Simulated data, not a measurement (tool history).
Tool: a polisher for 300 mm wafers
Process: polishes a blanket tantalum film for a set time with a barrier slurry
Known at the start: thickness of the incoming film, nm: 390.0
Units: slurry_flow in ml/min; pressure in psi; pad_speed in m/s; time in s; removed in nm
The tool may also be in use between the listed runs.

run	hour	slurry_flow	pressure	pad_speed	slurry_solids	time	removed
1	0.0	310	1.2	1.02	1.00	118	118.53
2	7.4	310	1.2	1.02	0.80	118	106.75
3	8.5	310	1.2	1.02	0.95	118	116.21
4	11.0	315	1.3	1.02	0.95	118	128.52
5	12.2	315	1.3	1.18	0.95	118	145.23
6	19.0	315	1.3	1.18	0.95	118	146.65

Run 7, settings as shown, results not yet in. Your forecast:
7	24.1	315	1.3	1.18	0.95	118	?

Logged for run 7: removed 145.30 nm.

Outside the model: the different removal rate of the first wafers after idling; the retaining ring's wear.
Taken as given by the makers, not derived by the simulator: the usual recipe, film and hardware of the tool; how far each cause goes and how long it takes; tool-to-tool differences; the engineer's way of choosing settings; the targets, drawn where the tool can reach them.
